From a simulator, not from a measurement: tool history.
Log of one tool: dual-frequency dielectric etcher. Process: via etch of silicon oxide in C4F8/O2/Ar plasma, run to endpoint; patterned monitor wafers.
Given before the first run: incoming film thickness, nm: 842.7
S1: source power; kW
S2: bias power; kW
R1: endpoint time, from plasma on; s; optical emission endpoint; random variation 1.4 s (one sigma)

run  hour     S1     S2      R1
  1   0.0  1.460  1.633  208.09
  2   2.1  1.460  1.830  199.23
  3  10.8  1.500  1.846  193.65
  4  19.2  1.520  1.852  195.62
  5  23.0  1.280  1.852  210.62
  6  30.2  1.340  1.871  208.08
  7  32.2  1.390  1.886  205.65
  8  35.8  1.440  1.901  197.92

What does the tool deliver on the next run?
  9  39.5  1.470  1.910   ?

{"run 9": {"R1": 197.78}}
